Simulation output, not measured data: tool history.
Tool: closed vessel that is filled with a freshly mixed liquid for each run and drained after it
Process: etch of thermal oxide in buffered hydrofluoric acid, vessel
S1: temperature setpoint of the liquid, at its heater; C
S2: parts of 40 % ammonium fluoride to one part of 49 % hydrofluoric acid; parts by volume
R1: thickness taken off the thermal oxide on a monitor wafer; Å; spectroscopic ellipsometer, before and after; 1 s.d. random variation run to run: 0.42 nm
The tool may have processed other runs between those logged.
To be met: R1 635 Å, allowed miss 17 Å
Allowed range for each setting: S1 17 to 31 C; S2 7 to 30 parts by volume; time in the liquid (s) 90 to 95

{"run": 1, "hour": 0.0, "S1": 23, "S2": 20, "time in the liquid (s)": 90, "R1": 513.17}
{"run": 2, "hour": 4.6, "S1": 23, "S2": 20, "time in the liquid (s)": 95, "R1": 537.77}
{"run": 3, "hour": 8.7, "S1": 23.5, "S2": 20, "time in the liquid (s)": 95, "R1": 551.55}
{"run": 4, "hour": 11.9, "S1": 23.5, "S2": 24, "time in the liquid (s)": 95, "R1": 482.79}
{"run": 5, "hour": 21.1, "S1": 24.5, "S2": 24, "time in the liquid (s)": 95, "R1": 516.55}
{"run": 6, "hour": 27.9, "S1": 25, "S2": 24, "time in the liquid (s)": 95, "R1": 531.2}
{"run": 7, "hour": 31.2, "S1": 25.5, "S2": 24, "time in the liquid (s)": 95, "R1": 548.18}
{"run": 8, "hour": 39.1, "S1": 26, "S2": 24, "time in the liquid (s)": 95, "R1": 568.88}
{"run": 9, "hour": 41.2, "S1": 26.5, "S2": 24, "time in the liquid (s)": 95, "R1": 575.2}
{"run": 10, "hour": 42.5, "S1": 27, "S2": 24, "time in the liquid (s)": 95, "R1": 590.19}

Exercise: of the 4 proposed moves below, exactly one satisfies all targets within the stated allowed misses. Which move is it?
{"run": "A", "hour": 43.8, "S1": 28, "S2": 21.5, "time in the liquid (s)": 95, "R1": "?"}
{"run": "B", "hour": 43.8, "S1": 27, "S2": 21.5, "time in the liquid (s)": 95, "R1": "?"}
{"run": "C", "hour": 43.8, "S1": 28, "S2": 20.5, "time in the liquid (s)": 90, "R1": "?"}
{"run": "D", "hour": 43.8, "S1": 29.5, "S2": 24, "time in the liquid (s)": 95, "R1": "?"}

move=A R1=671.41
move=B R1=636.36
move=C R1=657.17
move=D R1=674.52
A: takes the biggest miss from the last run beyond its target
B: each result inside its tolerance
C: takes the biggest miss from the last run beyond its target
D: takes the biggest miss from the last run beyond its target
Move B is the one to make.
